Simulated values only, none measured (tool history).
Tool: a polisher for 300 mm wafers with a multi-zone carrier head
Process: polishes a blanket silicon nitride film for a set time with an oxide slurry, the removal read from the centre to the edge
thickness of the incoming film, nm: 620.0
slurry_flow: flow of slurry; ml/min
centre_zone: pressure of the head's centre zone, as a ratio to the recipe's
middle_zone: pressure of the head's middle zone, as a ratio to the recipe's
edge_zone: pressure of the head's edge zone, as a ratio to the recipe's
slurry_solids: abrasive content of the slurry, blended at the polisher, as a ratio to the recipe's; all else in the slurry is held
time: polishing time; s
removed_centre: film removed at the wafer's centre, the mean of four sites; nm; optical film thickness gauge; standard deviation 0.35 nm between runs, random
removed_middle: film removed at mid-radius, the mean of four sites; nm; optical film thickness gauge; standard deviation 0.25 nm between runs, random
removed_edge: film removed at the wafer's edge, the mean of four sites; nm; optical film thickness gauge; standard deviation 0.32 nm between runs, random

{"run": 1, "hour": 0.0, "slurry_flow": 320, "centre_zone": 1.0, "middle_zone": 1.0, "edge_zone": 1.0, "slurry_solids": 1.0, "time": 50, "removed_centre": 39.754, "removed_middle": 40.222, "removed_edge": 36.889}
{"run": 2, "hour": 1.2, "slurry_flow": 320, "centre_zone": 1.0, "middle_zone": 0.96, "edge_zone": 0.98, "slurry_solids": 0.85, "time": 48, "removed_centre": 35.391, "removed_middle": 34.681, "removed_edge": 33.587}
{"run": 3, "hour": 4.2, "slurry_flow": 350, "centre_zone": 1.0, "middle_zone": 0.96, "edge_zone": 0.98, "slurry_solids": 0.85, "time": 48, "removed_centre": 34.326, "removed_middle": 34.725, "removed_edge": 33.84}
{"run": 4, "hour": 8.3, "slurry_flow": 350, "centre_zone": 1.06, "middle_zone": 0.96, "edge_zone": 0.98, "slurry_solids": 0.85, "time": 48, "removed_centre": 37.479, "removed_middle": 34.601, "removed_edge": 34.564}
{"run": 5, "hour": 11.3, "slurry_flow": 350, "centre_zone": 1.06, "middle_zone": 0.96, "edge_zone": 0.98, "slurry_solids": 0.85, "time": 58, "removed_centre": 45.275, "removed_middle": 42.273, "removed_edge": 40.442}
{"hour": 14.5, "done": "edge zone pressure recalibrated"}
{"run": 6, "hour": 14.5, "slurry_flow": 350, "centre_zone": 1.06, "middle_zone": 0.96, "edge_zone": 0.98, "slurry_solids": 0.85, "time": 68, "removed_centre": 52.388, "removed_middle": 48.756, "removed_edge": 49.838}
{"run": 7, "hour": 22.1, "slurry_flow": 340, "centre_zone": 1.06, "middle_zone": 0.94, "edge_zone": 0.95, "slurry_solids": 0.75, "time": 61, "removed_centre": 45.206, "removed_middle": 41.037, "removed_edge": 41.363}
{"run": 8, "hour": 28.4, "slurry_flow": 330, "centre_zone": 1.05, "middle_zone": 0.93, "edge_zone": 0.93, "slurry_solids": 0.7, "time": 56, "removed_centre": 39.485, "removed_middle": 35.987, "removed_edge": 36.229}
{"run": 9, "hour": 29.1, "slurry_flow": 320, "centre_zone": 1.05, "middle_zone": 0.92, "edge_zone": 0.91, "slurry_solids": 0.65, "time": 53, "removed_centre": 35.271, "removed_middle": 32.469, "removed_edge": 33.551}

For run 10, what comes out?
{"run": 10, "hour": 36.1, "slurry_flow": 320, "centre_zone": 1.05, "middle_zone": 0.92, "edge_zone": 0.91, "slurry_solids": 0.65, "time": 53, "removed_centre": "?", "removed_middle": "?", "removed_edge": "?"}

Run 10 came out at removed_centre 36.791 nm, removed_middle 33.016 nm, removed_edge 33.718 nm.
